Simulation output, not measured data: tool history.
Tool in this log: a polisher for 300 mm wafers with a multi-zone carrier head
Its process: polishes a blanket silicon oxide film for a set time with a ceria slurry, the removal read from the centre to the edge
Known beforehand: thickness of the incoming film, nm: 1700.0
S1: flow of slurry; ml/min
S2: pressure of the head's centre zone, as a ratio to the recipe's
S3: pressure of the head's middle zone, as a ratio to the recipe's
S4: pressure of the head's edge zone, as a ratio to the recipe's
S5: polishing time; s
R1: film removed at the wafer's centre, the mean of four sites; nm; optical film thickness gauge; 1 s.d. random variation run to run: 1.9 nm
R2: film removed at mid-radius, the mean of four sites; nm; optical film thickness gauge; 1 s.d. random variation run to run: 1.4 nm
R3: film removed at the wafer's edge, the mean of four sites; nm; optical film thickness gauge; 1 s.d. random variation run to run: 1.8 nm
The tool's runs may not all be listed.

run 1 hour=0.0 | S1=235 S2=1.00 S3=1.00 S4=1.00 S5=75 | R1=290.71 R2=298.58 R3=288.02
run 2 hour=5.6 | S1=235 S2=1.00 S3=1.05 S4=1.00 S5=75 | R1=287.75 R2=308.67 R3=293.39
run 3 hour=6.4 | S1=235 S2=1.00 S3=1.05 S4=1.07 S5=75 | R1=288.97 R2=305.52 R3=301.26
run 4 hour=7.9 | S1=270 S2=1.00 S3=1.05 S4=1.07 S5=75 | R1=293.55 R2=308.80 R3=298.79
run 5 hour=10.3 | S1=270 S2=1.00 S3=1.05 S4=1.01 S5=75 | R1=294.59 R2=309.37 R3=294.43
run 6 hour=14.8 | S1=270 S2=1.00 S3=1.05 S4=1.01 S5=82 | R1=327.70 R2=339.59 R3=323.35

Expected results for the next run?
run 7 hour=20.2 | S1=270 S2=0.96 S3=1.04 S4=0.98 S5=72 | R1=? R2=? R3=?

Run 7 gave R1 274.50 nm, R2 296.23 nm, R3 278.72 nm.
